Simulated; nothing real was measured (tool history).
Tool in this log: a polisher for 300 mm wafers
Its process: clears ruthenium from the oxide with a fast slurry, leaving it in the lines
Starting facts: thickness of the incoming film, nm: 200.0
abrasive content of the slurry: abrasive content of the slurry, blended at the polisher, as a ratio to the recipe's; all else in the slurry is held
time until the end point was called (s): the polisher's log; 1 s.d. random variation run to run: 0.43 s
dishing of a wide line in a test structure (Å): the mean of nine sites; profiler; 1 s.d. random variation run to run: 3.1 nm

run    day  flow of slurry (ml/min)  pressure of the wafer on the pad (psi)  speed of the pad under the wafer (cm/s)  abrasive content of the slurry  overpolish time after the end point (s)  time until the end point was called (s)  dishing of a wide line in a test structure (Å)
  1  0.000                      170                                     3.5                                      122                             1.0                                       27                                   32.762                                         1295.80
  2  0.088                      210                                     3.5                                      122                             1.0                                       27                                   31.673                                         1337.10
  3  0.246                      210                                     3.5                                      122                             1.0                                       21                                   31.517                                         1097.60
  4  0.512                      210                                     3.5                                      106                             1.0                                       21                                   35.946                                          993.99
  5  0.712                      210                                     3.7                                      112                             1.0                                       24                                   31.411                                         1230.50
  6  0.988                      210                                     3.1                                      112                             1.0                                       24                                   38.265                                         1071.60
  7  1.167                      210                                     3.4                                      114                             1.0                                       26                                   33.578                                         1218.60
  8  1.425                      200                                     3.6                                      116                             1.0                                       28                                   32.085                                         1352.80
  9  1.633                      200                                     3.8                                      116                             1.0                                       29                                   31.349                                         1440.60
 10  1.733                      200                                     4.0                                      116                             1.0                                       30                                   29.050                                         1552.80
 11  1.846                      200                                     4.2                                      116                             1.0                                       31                                   27.806                                         1599.60
 12  2.179                      200                                     4.2                                      116                             1.0                                       31                                   28.234                                         1553.90
 13  2.271                      200                                     4.3                                      118                             1.0                                       32                                   27.206                                         1691.50
     2.388  -- slurry blender recalibrated
 14  2.388                      200                                     4.4                                      120                             1.0                                       33                                   24.270                                         1840.80
 15  2.712                      200                                     4.4                                      120                             1.0                                       34                                   23.467                                         1909.50

Forecast run 16:
 16  2.862                      200                                     4.4                                      120                             1.0                                       35                                        ?                                               ?

{"run 16": {"time until the end point was called (s)": 23.71, "dishing of a wide line in a test structure (Å)": 1880.6}}
